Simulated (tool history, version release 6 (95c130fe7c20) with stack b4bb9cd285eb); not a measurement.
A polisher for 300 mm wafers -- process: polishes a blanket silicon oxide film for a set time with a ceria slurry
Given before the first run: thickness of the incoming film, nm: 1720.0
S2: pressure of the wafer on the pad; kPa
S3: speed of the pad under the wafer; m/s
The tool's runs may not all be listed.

{"run": 1, "hour": 0.0, "flow of slurry (ml/min)": 210, "S2": 23.4, "S3": 1.3, "polishing time (s)": 35, "film removed (angstrom)": 1962.4}
{"run": 2, "hour": 4.1, "flow of slurry (ml/min)": 210, "S2": 29.6, "S3": 1.3, "polishing time (s)": 35, "film removed (angstrom)": 2414.2}
{"run": 3, "hour": 5.6, "flow of slurry (ml/min)": 205, "S2": 24.1, "S3": 1.18, "polishing time (s)": 35, "film removed (angstrom)": 1799.8}
{"run": 4, "hour": 9.1, "flow of slurry (ml/min)": 175, "S2": 24.1, "S3": 1.18, "polishing time (s)": 35, "film removed (angstrom)": 1766.4}
{"run": 5, "hour": 15.8, "flow of slurry (ml/min)": 175, "S2": 24.1, "S3": 1.18, "polishing time (s)": 32, "film removed (angstrom)": 1658.4}
{"run": 6, "hour": 22.1, "flow of slurry (ml/min)": 170, "S2": 20.7, "S3": 1.12, "polishing time (s)": 32, "film removed (angstrom)": 1341.6}
{"run": 7, "hour": 22.8, "flow of slurry (ml/min)": 160, "S2": 13.8, "S3": 1.1, "polishing time (s)": 32, "film removed (angstrom)": 955.47}
{"run": 8, "hour": 26.6, "flow of slurry (ml/min)": 155, "S2": 11.0, "S3": 1.1, "polishing time (s)": 32, "film removed (angstrom)": 806.15}

Forecast run 9:
{"run": 9, "hour": 29.3, "flow of slurry (ml/min)": 160, "S2": 11.0, "S3": 1.1, "polishing time (s)": 32, "film removed (angstrom)": "?"}

Run 9 produced film removed (angstrom) 812.59.
